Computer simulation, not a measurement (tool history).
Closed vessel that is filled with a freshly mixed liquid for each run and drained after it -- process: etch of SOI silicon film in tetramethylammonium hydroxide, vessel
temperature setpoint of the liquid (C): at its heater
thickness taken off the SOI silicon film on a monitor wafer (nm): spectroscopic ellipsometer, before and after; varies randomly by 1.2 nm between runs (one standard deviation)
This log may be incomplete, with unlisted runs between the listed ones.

run	hour	temperature setpoint of the liquid (C)	concentration of hydroxide in the mixed liquid (% by weight)	time in the liquid (s)	thickness taken off the SOI silicon film on a monitor wafer (nm)
1	0	60	18	105	363.21
2	7.2	60	18	110	377.4
3	8.7	60	15.5	110	399.83
4	16	60	15.5	110	396.57
5	25.1	58.5	15.5	110	366.22
6	33.3	58.5	15.5	105	344.96
7	34.8	57.5	15.5	105	322.75
8	39	56.5	15.5	105	306.65
9	41.5	55.5	15.5	105	288.91
10	46.3	54.5	15.5	105	270.21

Predict the results of run 11:
11	50	50	15.5	105	?

{"run 11": {"thickness taken off the SOI silicon film on a monitor wafer (nm)": 199.74}}
